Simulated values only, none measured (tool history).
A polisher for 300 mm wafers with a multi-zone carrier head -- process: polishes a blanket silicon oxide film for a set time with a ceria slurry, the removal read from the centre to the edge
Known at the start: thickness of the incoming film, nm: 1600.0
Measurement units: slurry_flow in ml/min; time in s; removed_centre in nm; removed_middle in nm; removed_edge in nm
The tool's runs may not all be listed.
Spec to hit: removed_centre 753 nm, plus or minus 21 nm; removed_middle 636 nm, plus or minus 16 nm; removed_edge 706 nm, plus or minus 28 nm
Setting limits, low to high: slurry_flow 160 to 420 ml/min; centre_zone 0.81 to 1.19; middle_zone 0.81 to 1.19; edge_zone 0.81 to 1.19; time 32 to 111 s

run  hour  slurry_flow  centre_zone  middle_zone  edge_zone  time  removed_centre  removed_middle  removed_edge
  1     0          270            1            1          1    71          515.61          501.71        505.54
  2   2.8          275         1.03            1       1.04    75           566.3          535.59        542.57
  3   5.4          225         1.03            1       1.04    75          556.77          525.11        530.91
  4  12.6          225         0.96            1       1.04    75          508.21          516.67        532.28
  5  19.3          225         0.96         1.07       1.04    75           511.7          548.71        522.41
  6  27.3          245         0.99         1.05       1.07    78          554.28          574.57           559
     34.3  -- worn pad replaced by a new one
  7  34.3          265         1.02         1.02        1.1    80          653.08          627.55        634.36
  8  36.3          280         1.03            1        1.1    80          657.78          617.13        628.75
  9  38.1          300         1.03         0.98       1.11    80           667.8          611.32        655.89
 10  46.6          320         1.04         0.97       1.11    80          671.66          621.25        640.51
 11  55.1          325         1.05         0.95       1.13    80          680.08          609.81        645.05

5 next moves are on the table. One of them brings every result within its allowed miss. Which?
  A  63.6          360         0.87         0.91       1.19    88               ?               ?             ?
  B  63.6          350         1.13         0.99       1.16    77               ?               ?             ?
  C  63.6          265         1.19         1.04        1.1    79               ?               ?             ?
  D  63.6          330         1.09         0.96       1.14    79               ?               ?             ?
  E  63.6          375         1.08         0.93       1.15    85               ?               ?             ?

move  removed_centre  removed_middle  removed_edge
   A           626.8          639.16        735.86
   B          712.43          597.98        634.85
   C          748.83          623.29        623.74
   D          700.94          595.05        644.22
   E           755.6          629.98        701.66
A: further off than the last run
B: moves toward the targets from the last run without getting all of them in spec
C: puts the biggest miss on target and leaves a different result outside tolerance
D: moves toward the targets from the last run without getting all of them in spec
E: all results land within tolerance of their targets
E meets every target.
